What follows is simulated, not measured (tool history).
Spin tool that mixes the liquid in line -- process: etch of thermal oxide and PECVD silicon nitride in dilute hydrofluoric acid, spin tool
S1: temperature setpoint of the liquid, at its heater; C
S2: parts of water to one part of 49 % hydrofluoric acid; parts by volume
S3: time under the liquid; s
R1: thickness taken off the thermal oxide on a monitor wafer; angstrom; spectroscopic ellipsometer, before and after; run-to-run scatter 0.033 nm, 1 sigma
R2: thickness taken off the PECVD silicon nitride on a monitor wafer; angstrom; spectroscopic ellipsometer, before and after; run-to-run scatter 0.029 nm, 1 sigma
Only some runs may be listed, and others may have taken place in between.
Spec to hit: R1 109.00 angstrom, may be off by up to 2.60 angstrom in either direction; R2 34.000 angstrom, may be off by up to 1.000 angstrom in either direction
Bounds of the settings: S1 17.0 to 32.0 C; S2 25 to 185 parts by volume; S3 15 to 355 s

run	hour	S1	S2	S3	R1	R2
1	0.0	24.0	105	180	89.71	27.837
2	7.8	27.5	105	180	102.31	34.960
3	16.2	27.5	105	220	125.30	42.011
4	19.8	27.0	105	220	122.56	40.484
5	21.6	27.0	85	220	156.05	50.922
6	23.1	26.5	90	220	143.27	46.385
7	24.9	26.0	95	220	132.08	42.622
8	30.1	25.5	100	220	122.11	39.416
9	36.1	25.5	100	220	122.34	38.469
10	42.7	25.0	105	220	113.68	36.345

Exactly one of the 5 candidate moves below puts every result within its allowed miss. Which one?
A	49.3	25.0	100	200	?	?
B	49.3	26.5	130	265	?	?
C	49.3	25.0	75	165	?	?
D	49.3	27.5	125	235	?	?
E	49.3	27.5	135	265	?	?

move	R1	R2
A	109.81	33.911
B	114.22	38.138
C	124.73	37.179
D	110.08	37.478
E	113.48	39.127
A: each result inside its tolerance
B: its largest miss is bigger than the last run's
C: its largest miss is bigger than the last run's
D: its largest miss is bigger than the last run's
E: its largest miss is bigger than the last run's
A meets every target.

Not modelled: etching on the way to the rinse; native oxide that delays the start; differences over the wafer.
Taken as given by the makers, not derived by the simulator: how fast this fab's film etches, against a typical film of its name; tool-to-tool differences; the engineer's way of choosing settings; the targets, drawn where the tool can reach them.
